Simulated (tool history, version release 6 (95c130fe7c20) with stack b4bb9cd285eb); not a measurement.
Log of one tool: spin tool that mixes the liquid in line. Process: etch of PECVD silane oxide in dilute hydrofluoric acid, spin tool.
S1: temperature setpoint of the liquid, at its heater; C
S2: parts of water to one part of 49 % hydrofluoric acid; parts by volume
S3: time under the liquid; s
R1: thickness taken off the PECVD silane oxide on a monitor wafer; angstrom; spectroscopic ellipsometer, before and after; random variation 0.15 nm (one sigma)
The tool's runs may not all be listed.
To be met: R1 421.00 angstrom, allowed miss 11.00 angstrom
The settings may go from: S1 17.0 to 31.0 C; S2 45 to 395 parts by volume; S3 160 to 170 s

| run | hour | S1 | S2 | S3 | R1 |
|---|---|---|---|---|---|
| 1 | 0.0 | 23.0 | 220 | 160 | 319.60 |
| 2 | 6.0 | 25.0 | 220 | 160 | 345.30 |
| 3 | 14.1 | 26.5 | 220 | 160 | 367.36 |
| 4 | 22.5 | 27.5 | 220 | 160 | 377.10 |
| 5 | 31.1 | 27.5 | 160 | 160 | 554.25 |
| 6 | 37.7 | 25.5 | 160 | 160 | 517.56 |
| 7 | 38.6 | 24.0 | 160 | 160 | 491.98 |
| 8 | 40.7 | 23.0 | 160 | 160 | 468.01 |
| 9 | 42.4 | 23.0 | 160 | 160 | 473.74 |

5 next moves are on the table. One of them brings every result within its allowed miss. Which?
| A | 44.1 | 23.0 | 155 | 160 | ? |
| B | 44.1 | 25.5 | 190 | 160 | ? |
| C | 44.1 | 23.5 | 150 | 160 | ? |
| D | 44.1 | 20.0 | 135 | 170 | ? |
| E | 44.1 | 21.5 | 140 | 170 | ? |

| move | R1 |
|---|---|
| A | 492.73 |
| B | 424.58 |
| C | 521.95 |
| D | 545.91 |
| E | 555.80 |
A: further off than the last run
B: meets every target
C: further off than the last run
D: further off than the last run
E: further off than the last run
Answer: B

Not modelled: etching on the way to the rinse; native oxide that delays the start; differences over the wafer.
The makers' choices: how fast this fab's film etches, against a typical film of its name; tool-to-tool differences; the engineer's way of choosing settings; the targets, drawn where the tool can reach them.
